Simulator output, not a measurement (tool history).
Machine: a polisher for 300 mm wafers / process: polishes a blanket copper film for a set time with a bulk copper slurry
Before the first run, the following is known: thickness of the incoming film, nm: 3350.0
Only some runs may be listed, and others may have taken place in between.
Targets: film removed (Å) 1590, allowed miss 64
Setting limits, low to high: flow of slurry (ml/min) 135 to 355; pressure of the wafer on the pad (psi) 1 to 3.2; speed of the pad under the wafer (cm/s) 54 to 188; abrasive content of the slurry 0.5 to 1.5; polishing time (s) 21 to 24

| run | hour | flow of slurry (ml/min) | pressure of the wafer on the pad (psi) | speed of the pad under the wafer (cm/s) | abrasive content of the slurry | polishing time (s) | film removed (Å) |
|---|---|---|---|---|---|---|---|
| 1 | 0 | 225 | 2.1 | 120 | 1 | 24 | 2320.9 |
| 2 | 2.7 | 225 | 2.1 | 120 | 1 | 21 | 2031.1 |
| 3 | 3.8 | 225 | 2.1 | 120 | 1.15 | 21 | 2100.5 |
| 4 | 6.5 | 225 | 2 | 120 | 1.15 | 21 | 2006.9 |
| 5 | 14.6 | 225 | 1.9 | 120 | 1.15 | 21 | 1881.3 |
| 6 | 20 | 225 | 1.9 | 120 | 1.35 | 21 | 2027.3 |
| 7 | 20.9 | 225 | 1.8 | 120 | 1.35 | 21 | 1916.1 |
| 8 | 29.5 | 225 | 1.8 | 120 | 1.35 | 21 | 1882.6 |
| 9 | 35.7 | 225 | 1.7 | 120 | 1.35 | 21 | 1804.4 |

Consider the 4 candidate settings below. Which is the only one whose results all fall within their allowed miss of target?
| A | 41.9 | 185 | 1.9 | 78 | 1.5 | 23 | ? |
| B | 41.9 | 290 | 1.8 | 124 | 1.5 | 22 | ? |
| C | 41.9 | 205 | 1.8 | 118 | 1.5 | 22 | ? |
| D | 41.9 | 240 | 1.9 | 106 | 0.95 | 21 | ? |

| move | film removed (Å) |
|---|---|
| A | 1475.4 |
| B | 2199.3 |
| C | 2021.2 |
| D | 1627.6 |
A: moves the result that the last run missed by most past its target, out the other side
B: moves away from the targets compared with the last run
C: moves away from the targets compared with the last run
D: every result within its allowed miss
So the answer is move D, the one that meets all the targets.

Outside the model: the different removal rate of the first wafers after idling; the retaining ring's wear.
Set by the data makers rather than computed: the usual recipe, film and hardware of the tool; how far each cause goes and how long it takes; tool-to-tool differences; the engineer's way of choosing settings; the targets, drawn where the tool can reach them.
